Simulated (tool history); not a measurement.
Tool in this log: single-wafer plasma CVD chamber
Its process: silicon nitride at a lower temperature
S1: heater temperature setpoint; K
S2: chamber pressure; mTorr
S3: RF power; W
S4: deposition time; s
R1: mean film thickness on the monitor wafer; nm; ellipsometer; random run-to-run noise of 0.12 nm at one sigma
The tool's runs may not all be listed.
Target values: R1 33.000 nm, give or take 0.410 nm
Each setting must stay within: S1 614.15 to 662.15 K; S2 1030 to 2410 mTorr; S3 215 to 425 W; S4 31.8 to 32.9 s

{"run": 1, "hour": 0.0, "S1": 638.15, "S2": 1720, "S3": 320, "S4": 31.8, "R1": 40.298}
{"run": 2, "hour": 0.6, "S1": 638.15, "S2": 1470, "S3": 320, "S4": 31.8, "R1": 38.345}
{"run": 3, "hour": 6.7, "S1": 630.15, "S2": 1470, "S3": 320, "S4": 31.8, "R1": 38.406}
{"run": 4, "hour": 7.8, "S1": 630.15, "S2": 1470, "S3": 320, "S4": 32.9, "R1": 39.889}
{"run": 5, "hour": 14.9, "S1": 630.15, "S2": 1380, "S3": 310, "S4": 32.9, "R1": 38.75}
{"run": 6, "hour": 19.9, "S1": 630.15, "S2": 1310, "S3": 295, "S4": 32.9, "R1": 37.223}
{"run": 7, "hour": 21.0, "S1": 630.15, "S2": 1250, "S3": 285, "S4": 32.9, "R1": 36.192}
{"run": 8, "hour": 28.7, "S1": 630.15, "S2": 1210, "S3": 280, "S4": 32.9, "R1": 35.566}

4 next moves are on the table. One of them brings every result within its allowed miss. Which?
{"run": "A", "hour": 36.4, "S1": 640.15, "S2": 1030, "S3": 255, "S4": 32.7, "R1": "?"}
{"run": "B", "hour": 36.4, "S1": 621.15, "S2": 1040, "S3": 270, "S4": 32.1, "R1": "?"}
{"run": "C", "hour": 36.4, "S1": 638.15, "S2": 1330, "S3": 290, "S4": 32.9, "R1": "?"}
{"run": "D", "hour": 36.4, "S1": 629.15, "S2": 1230, "S3": 255, "S4": 32.4, "R1": "?"}

move=A R1=32.355
move=B R1=32.858
move=C R1=37.086
move=D R1=33.885
A: carries the result that was furthest off beyond its target, to the other side
B: every result within its allowed miss
C: lands further from the targets than the last run did
D: closer than the last run, but not yet in spec
Correct choice: B, which meets every target
